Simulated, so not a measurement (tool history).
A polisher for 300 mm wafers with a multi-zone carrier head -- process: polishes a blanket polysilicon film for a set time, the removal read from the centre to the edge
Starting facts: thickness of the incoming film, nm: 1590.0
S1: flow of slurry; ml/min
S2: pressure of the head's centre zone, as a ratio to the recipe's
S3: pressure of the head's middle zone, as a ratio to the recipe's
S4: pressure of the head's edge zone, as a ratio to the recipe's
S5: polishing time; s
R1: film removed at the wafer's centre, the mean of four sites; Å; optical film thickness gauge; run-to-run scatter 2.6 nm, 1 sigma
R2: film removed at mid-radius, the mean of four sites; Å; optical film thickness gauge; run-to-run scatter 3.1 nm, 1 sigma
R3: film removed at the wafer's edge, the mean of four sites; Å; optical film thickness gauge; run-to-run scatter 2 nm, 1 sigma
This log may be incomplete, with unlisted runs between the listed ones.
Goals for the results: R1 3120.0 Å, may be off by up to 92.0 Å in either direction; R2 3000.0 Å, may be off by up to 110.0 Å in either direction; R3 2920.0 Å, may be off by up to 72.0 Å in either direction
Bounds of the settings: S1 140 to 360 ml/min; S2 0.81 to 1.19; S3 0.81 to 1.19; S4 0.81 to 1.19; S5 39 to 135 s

| run | hour | S1 | S2 | S3 | S4 | S5 | R1 | R2 | R3 |
|---|---|---|---|---|---|---|---|---|---|
| 1 | 0.0 | 230 | 1.00 | 1.00 | 1.00 | 87 | 4581.7 | 4386.8 | 4611.4 |
| 2 | 2.8 | 230 | 1.08 | 1.00 | 1.00 | 87 | 5011.8 | 4390.9 | 4575.8 |
| 3 | 7.7 | 230 | 1.08 | 1.00 | 1.00 | 108 | 6107.0 | 5569.1 | 5629.5 |
| 4 | 14.8 | 230 | 1.08 | 1.00 | 0.93 | 108 | 6114.1 | 5601.5 | 5463.9 |
| 5 | 18.9 | 230 | 1.08 | 1.00 | 0.93 | 96 | 5415.6 | 4990.2 | 4966.3 |
| 6 | 27.3 | 230 | 1.08 | 1.01 | 0.92 | 86 | 4913.5 | 4348.5 | 4351.8 |
| 7 | 35.5 | 225 | 1.06 | 1.02 | 0.91 | 80 | 4434.9 | 4022.6 | 4023.2 |
| 8 | 40.6 | 230 | 1.00 | 1.04 | 0.82 | 56 | 2946.8 | 2905.8 | 2711.5 |
| 9 | 45.3 | 235 | 1.00 | 1.04 | 0.83 | 56 | 2944.6 | 2917.8 | 2722.8 |
| 10 | 53.6 | 235 | 1.00 | 1.04 | 0.83 | 56 | 2938.8 | 2925.0 | 2734.4 |
| 11 | 57.1 | 240 | 1.00 | 1.04 | 0.84 | 56 | 2962.6 | 2934.5 | 2760.6 |

Below are 5 possible settings for the next run. Only one of them brings all results inside the allowed miss of their targets. Which is it?
| A | 60.6 | 200 | 0.96 | 1.11 | 0.87 | 54 | ? | ? | ? |
| B | 60.6 | 285 | 1.03 | 1.07 | 0.95 | 56 | ? | ? | ? |
| C | 60.6 | 265 | 1.01 | 1.18 | 0.81 | 52 | ? | ? | ? |
| D | 60.6 | 270 | 1.01 | 1.03 | 0.83 | 52 | ? | ? | ? |
| E | 60.6 | 225 | 0.98 | 0.88 | 1.00 | 59 | ? | ? | ? |

| move | R1 | R2 | R3 |
|---|---|---|---|
| A | 2679.5 | 2875.3 | 2630.2 |
| B | 3144.4 | 3071.2 | 2924.5 |
| C | 2837.9 | 2968.5 | 2540.6 |
| D | 2843.1 | 2784.5 | 2570.1 |
| E | 3047.1 | 2874.6 | 3079.1 |
A: misses by more than the last run did
B: every result lands within tolerance
C: misses by more than the last run did
D: misses by more than the last run did
E: the result that was furthest off in the last run now lies on the other side of its target
Go with B: it meets all targets.
